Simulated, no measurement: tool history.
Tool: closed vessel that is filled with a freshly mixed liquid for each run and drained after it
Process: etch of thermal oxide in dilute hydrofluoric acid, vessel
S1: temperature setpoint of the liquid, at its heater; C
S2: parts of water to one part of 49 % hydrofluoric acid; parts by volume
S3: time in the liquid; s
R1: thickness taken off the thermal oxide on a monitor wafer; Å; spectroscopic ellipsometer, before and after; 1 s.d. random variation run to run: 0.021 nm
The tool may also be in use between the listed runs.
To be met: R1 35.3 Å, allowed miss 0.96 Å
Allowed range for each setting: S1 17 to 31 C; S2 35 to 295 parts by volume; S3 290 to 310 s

Run 1, hour 0: S1 23 C, S2 165 parts by volume, S3 290 s. Result: R1 68.888 Å.
Run 2, hour 2.4: S1 23 C, S2 130 parts by volume, S3 290 s. Result: R1 91.234 Å.
Run 3, hour 7: S1 21.5 C, S2 155 parts by volume, S3 290 s. Result: R1 70.446 Å.
Run 4, hour 14.4: S1 21.5 C, S2 185 parts by volume, S3 290 s. Result: R1 56.653 Å.
Run 5, hour 17.5: S1 21.5 C, S2 185 parts by volume, S3 310 s. Result: R1 60.934 Å.
Run 6, hour 18.4: S1 20.5 C, S2 200 parts by volume, S3 310 s. Result: R1 52.933 Å.
Run 7, hour 24.9: S1 19.5 C, S2 210 parts by volume, S3 310 s. Result: R1 48.765 Å.
Run 8, hour 31.4: S1 19 C, S2 220 parts by volume, S3 310 s. Result: R1 44.704 Å.
At hour 39.7: thermometer replaced.
Run 9, hour 39.7: S1 18.5 C, S2 225 parts by volume, S3 310 s. Result: R1 40.427 Å.
Run 10, hour 44.1: S1 18 C, S2 230 parts by volume, S3 310 s. Result: R1 38.523 Å.

Which one of the following 5 next-run settings gets every result inside its allowed miss? There is exactly one.
Run A, hour 48.5: S1 19.5 C, S2 250 parts by volume, S3 295 s. Result: R1 ?.
Run B, hour 48.5: S1 17.5 C, S2 230 parts by volume, S3 305 s. Result: R1 ?.
Run C, hour 48.5: S1 17 C, S2 240 parts by volume, S3 290 s. Result: R1 ?.
Run D, hour 48.5: S1 17 C, S2 195 parts by volume, S3 290 s. Result: R1 ?.
Run E, hour 48.5: S1 17.5 C, S2 235 parts by volume, S3 310 s. Result: R1 ?.

move      R1
   A  35.161
   B  37.266
   C  33.006
   D    42.3
   E  36.905
A: every result lands within tolerance
B: better than the last run, though not everything is in spec
C: pushes the last run's worst result past its target
D: further off than the last run
E: better than the last run, though not everything is in spec
Correct choice: A, which meets every target
